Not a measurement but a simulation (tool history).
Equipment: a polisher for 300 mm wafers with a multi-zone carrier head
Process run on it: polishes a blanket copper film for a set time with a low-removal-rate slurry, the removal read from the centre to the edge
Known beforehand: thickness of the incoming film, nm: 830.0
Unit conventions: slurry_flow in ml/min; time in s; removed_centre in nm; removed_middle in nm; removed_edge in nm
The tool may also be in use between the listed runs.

run	hour	slurry_flow	centre_zone	middle_zone	edge_zone	slurry_solids	time	removed_centre	removed_middle	removed_edge
1	0	225	1	1	1	1	60	121.04	122.79	114.76
2	0.6	225	1	1	1.07	1	60	119.66	124	120.43
3	5.8	225	1	0.96	1.07	1	60	122.68	120.31	119.95
4	7.1	235	1.02	0.98	1.1	1.1	61	126.83	125.35	129.23
5	13.5	270	1.02	0.98	1.1	1.1	61	131.21	125.33	130.14
6	21.9	215	1.02	0.98	1.1	1.1	61	125.9	122.93	129.82
7	25.3	230	1.04	1.02	1.09	1.15	62	132.41	131.98	130.35
8	28.9	235	1.05	1.04	1.11	1.2	62	134.74	134.67	133.66

The next listed run, before its measurement:
9	35.5	240	1.06	1.05	1.12	1.25	62	?	?	?

{"run 9": {"removed_centre": 139.96, "removed_middle": 138.79, "removed_edge": 131.58}}
